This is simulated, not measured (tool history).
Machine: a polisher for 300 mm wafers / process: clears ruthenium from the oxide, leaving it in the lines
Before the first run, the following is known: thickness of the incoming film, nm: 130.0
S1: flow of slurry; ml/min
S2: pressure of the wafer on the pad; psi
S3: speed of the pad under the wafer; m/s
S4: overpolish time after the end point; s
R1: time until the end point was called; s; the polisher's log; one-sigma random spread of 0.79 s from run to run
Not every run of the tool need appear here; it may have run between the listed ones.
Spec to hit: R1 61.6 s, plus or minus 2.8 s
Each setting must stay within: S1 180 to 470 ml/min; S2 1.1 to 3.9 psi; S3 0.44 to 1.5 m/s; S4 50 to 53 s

run  hour   S1   S2    S3  S4      R1
  1     0  300  2.5  0.96  50    99.8
  2   2.1  245  2.5  0.96  50  101.33
  3   6.4  245  3.1  0.96  50  86.316
  4     8  190  3.1  0.96  50  86.883
  5  12.9  190  3.7  0.96  50  76.548
  6  17.9  190  3.7  0.84  50  86.189
  7  25.1  190  3.8   0.9  50  77.297
  8  28.6  195  3.8  0.94  50  74.048
  9    34  200  3.8  0.98  50  71.939
 10  39.8  200  3.8  1.02  50  69.567
 11    44  200  3.8  1.04  50  68.065
 12  45.9  200  3.8  1.06  50  64.816

Next run, 4 choices. One meets every target within its allowed miss, the rest don't. Which?
  A  47.8  225  3.9     1  50   ?
  B  47.8  200  3.6  1.04  50   ?
  C  47.8  235  3.6  1.18  50   ?
  D  47.8  260  3.9  0.92  53   ?

move      R1
   A  68.024
   B  71.597
   C   61.84
   D  72.406
A: the biggest miss grows against the last run
B: the biggest miss grows against the last run
C: in spec on every target
D: the biggest miss grows against the last run
The move that meets every target is C.

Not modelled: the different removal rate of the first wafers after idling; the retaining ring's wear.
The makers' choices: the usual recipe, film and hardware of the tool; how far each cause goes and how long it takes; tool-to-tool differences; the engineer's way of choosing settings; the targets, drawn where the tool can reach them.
